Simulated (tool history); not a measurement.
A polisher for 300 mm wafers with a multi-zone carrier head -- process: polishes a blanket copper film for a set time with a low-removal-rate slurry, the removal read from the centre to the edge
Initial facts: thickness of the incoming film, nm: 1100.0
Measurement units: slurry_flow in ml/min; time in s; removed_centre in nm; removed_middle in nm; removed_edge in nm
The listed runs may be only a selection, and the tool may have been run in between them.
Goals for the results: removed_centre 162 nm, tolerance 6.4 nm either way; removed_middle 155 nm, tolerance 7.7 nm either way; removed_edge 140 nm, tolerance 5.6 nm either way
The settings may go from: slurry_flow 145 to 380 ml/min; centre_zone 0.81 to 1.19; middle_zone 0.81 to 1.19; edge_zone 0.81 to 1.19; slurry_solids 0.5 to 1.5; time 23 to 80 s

| run | hour | slurry_flow | centre_zone | middle_zone | edge_zone | slurry_solids | time | removed_centre | removed_middle | removed_edge |
|---|---|---|---|---|---|---|---|---|---|---|
| 1 | 0 | 245 | 1 | 1 | 1 | 1 | 51 | 201.65 | 203.09 | 204.1 |
| 2 | 7.7 | 250 | 1.02 | 1.01 | 0.97 | 0.9 | 49 | 193.63 | 198.7 | 189.1 |
| 3 | 14.1 | 250 | 1.04 | 0.99 | 0.95 | 0.8 | 47 | 186.97 | 177.54 | 174.85 |
| 4 | 16.2 | 250 | 0.99 | 0.99 | 0.95 | 0.8 | 47 | 174.5 | 176.9 | 175.02 |
| 5 | 24.3 | 250 | 1.01 | 0.99 | 0.92 | 0.75 | 46 | 171.25 | 172.76 | 165.19 |
| 6 | 29.1 | 275 | 1.01 | 0.99 | 0.92 | 0.75 | 46 | 171.68 | 171.79 | 167.38 |
| 7 | 30.5 | 270 | 1.02 | 0.99 | 0.9 | 0.7 | 46 | 175.66 | 171.23 | 163.9 |
| 8 | 32.8 | 265 | 1.02 | 0.99 | 0.88 | 0.65 | 45 | 168.18 | 160.62 | 157.9 |
| 9 | 39.7 | 265 | 1.03 | 1.01 | 0.87 | 0.6 | 44 | 165.11 | 158.95 | 148.54 |

Which one of the following 5 next-run settings gets every result inside its allowed miss? There is exactly one.
| A | 46.6 | 285 | 1.05 | 0.97 | 0.87 | 0.7 | 45 | ? | ? | ? |
| B | 46.6 | 230 | 1.07 | 1.02 | 0.85 | 0.6 | 39 | ? | ? | ? |
| C | 46.6 | 270 | 1.06 | 1.03 | 0.86 | 0.55 | 43 | ? | ? | ? |
| D | 46.6 | 275 | 1.12 | 1.1 | 0.82 | 0.5 | 41 | ? | ? | ? |
| E | 46.6 | 240 | 1.1 | 1.05 | 0.82 | 0.65 | 38 | ? | ? | ? |

| move | removed_centre | removed_middle | removed_edge |
|---|---|---|---|
| A | 177.43 | 163.68 | 158.37 |
| B | 147.55 | 139.67 | 128.87 |
| C | 161.52 | 155.28 | 142.16 |
| D | 159.93 | 153.7 | 130.11 |
| E | 151.33 | 142.64 | 126.19 |
A: misses by more than the last run did
B: takes the biggest miss from the last run beyond its target
C: meets every target
D: takes the biggest miss from the last run beyond its target
E: takes the biggest miss from the last run beyond its target
Go with C: it meets all targets.

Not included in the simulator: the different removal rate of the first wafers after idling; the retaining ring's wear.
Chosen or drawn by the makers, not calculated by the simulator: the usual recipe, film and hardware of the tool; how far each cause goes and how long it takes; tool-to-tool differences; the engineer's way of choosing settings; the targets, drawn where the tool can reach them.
